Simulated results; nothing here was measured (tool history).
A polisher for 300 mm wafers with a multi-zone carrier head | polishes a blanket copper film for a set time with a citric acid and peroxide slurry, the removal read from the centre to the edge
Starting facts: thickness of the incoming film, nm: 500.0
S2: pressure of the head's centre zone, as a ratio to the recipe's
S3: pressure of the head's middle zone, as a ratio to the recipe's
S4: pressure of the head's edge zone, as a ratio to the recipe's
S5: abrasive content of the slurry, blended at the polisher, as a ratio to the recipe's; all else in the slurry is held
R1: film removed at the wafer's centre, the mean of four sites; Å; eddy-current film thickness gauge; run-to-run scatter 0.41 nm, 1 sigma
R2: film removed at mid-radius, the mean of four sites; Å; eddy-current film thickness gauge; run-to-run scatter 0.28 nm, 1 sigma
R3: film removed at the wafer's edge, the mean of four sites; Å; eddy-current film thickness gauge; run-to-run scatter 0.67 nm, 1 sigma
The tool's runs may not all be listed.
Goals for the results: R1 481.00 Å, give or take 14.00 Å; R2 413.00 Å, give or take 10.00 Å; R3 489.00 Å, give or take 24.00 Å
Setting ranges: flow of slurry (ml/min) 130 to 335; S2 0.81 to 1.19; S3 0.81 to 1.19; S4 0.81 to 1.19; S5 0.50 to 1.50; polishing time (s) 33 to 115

Run 1, hour 0.0: flow of slurry (ml/min) 215, S2 1.00, S3 1.00, S4 1.00, S5 1.00, polishing time (s) 73. Result: R1 797.18 Å, R2 861.93 Å, R3 860.76 Å.
Run 2, hour 7.6: flow of slurry (ml/min) 200, S2 1.02, S3 0.94, S4 0.99, S5 0.85, polishing time (s) 63. Result: R1 676.80 Å, R2 678.49 Å, R3 708.68 Å.
Run 3, hour 11.9: flow of slurry (ml/min) 190, S2 1.03, S3 0.90, S4 1.00, S5 0.75, polishing time (s) 57. Result: R1 587.22 Å, R2 568.41 Å, R3 616.90 Å.
Run 4, hour 20.6: flow of slurry (ml/min) 180, S2 1.05, S3 0.87, S4 1.01, S5 0.70, polishing time (s) 54. Result: R1 565.31 Å, R2 521.63 Å, R3 591.42 Å.
Run 5, hour 22.9: flow of slurry (ml/min) 175, S2 1.06, S3 0.85, S4 1.00, S5 0.65, polishing time (s) 52. Result: R1 535.30 Å, R2 484.17 Å, R3 548.17 Å.
Run 6, hour 30.1: flow of slurry (ml/min) 165, S2 1.07, S3 0.84, S4 1.01, S5 0.60, polishing time (s) 51. Result: R1 519.51 Å, R2 452.95 Å, R3 530.60 Å.
Run 7, hour 32.5: flow of slurry (ml/min) 155, S2 1.07, S3 0.83, S4 1.00, S5 0.55, polishing time (s) 51. Result: R1 511.86 Å, R2 434.39 Å, R3 517.10 Å.
At hour 40.1: centre zone pressure recalibrated.
Run 8, hour 40.1: flow of slurry (ml/min) 140, S2 1.03, S3 0.81, S4 0.94, S5 0.50, polishing time (s) 51. Result: R1 495.28 Å, R2 413.64 Å, R3 498.26 Å.
Run 9, hour 41.6: flow of slurry (ml/min) 140, S2 1.02, S3 0.81, S4 0.94, S5 0.50, polishing time (s) 51. Result: R1 495.24 Å, R2 414.46 Å, R3 481.48 Å.
Run 10, hour 45.4: flow of slurry (ml/min) 140, S2 1.02, S3 0.81, S4 0.95, S5 0.50, polishing time (s) 51. Result: R1 491.67 Å, R2 409.28 Å, R3 503.41 Å.

4 candidate next runs follow, results not yet known. Just one meets every target within its allowed miss. Identify it.
Run A, hour 49.2: flow of slurry (ml/min) 130, S2 1.08, S3 0.81, S4 0.86, S5 0.50, polishing time (s) 51. Result: R1 ?, R2 ?, R3 ?.
Run B, hour 49.2: flow of slurry (ml/min) 130, S2 1.01, S3 0.83, S4 0.97, S5 0.50, polishing time (s) 50. Result: R1 ?, R2 ?, R3 ?.
Run C, hour 49.2: flow of slurry (ml/min) 130, S2 0.97, S3 0.84, S4 0.93, S5 0.55, polishing time (s) 49. Result: R1 ?, R2 ?, R3 ?.
Run D, hour 49.2: flow of slurry (ml/min) 130, S2 1.07, S3 0.81, S4 0.81, S5 0.60, polishing time (s) 50. Result: R1 ?, R2 ?, R3 ?.

move      R1      R2      R3
   A  510.41  415.11  475.97
   B  470.56  415.24  485.58
   C  452.64  418.63  477.67
   D  513.91  421.60  474.33
A: lands further from the targets than the last run did
B: every result within its allowed miss
C: pushes the last run's worst result past its target
D: lands further from the targets than the last run did
The right move is B.
